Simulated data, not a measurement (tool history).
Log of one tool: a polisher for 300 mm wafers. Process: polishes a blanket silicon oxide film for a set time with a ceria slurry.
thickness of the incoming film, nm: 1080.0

run  hour  flow of slurry (ml/min)  pressure of the wafer on the pad (psi)  speed of the pad under the wafer (m/s)  polishing time (s)  film removed (nm)
  1   0.0                      170                                     4.0                                    1.32                  21             158.95
  2   5.1                      170                                     4.3                                    1.32                  21             167.58
  3   8.5                      170                                     4.6                                    1.32                  21             182.75
  4  11.5                      170                                     4.6                                    1.32                  19             162.21
  5  18.9                      170                                     3.8                                    1.32                  19             135.61
  6  26.6                      170                                     4.2                                    1.32                  19             148.50

Run 7 comes next. What will it give?
  7  29.5                      185                                     5.3                                    1.36                  19                  ?

{"run 7": {"film removed (nm)": 195.73}}
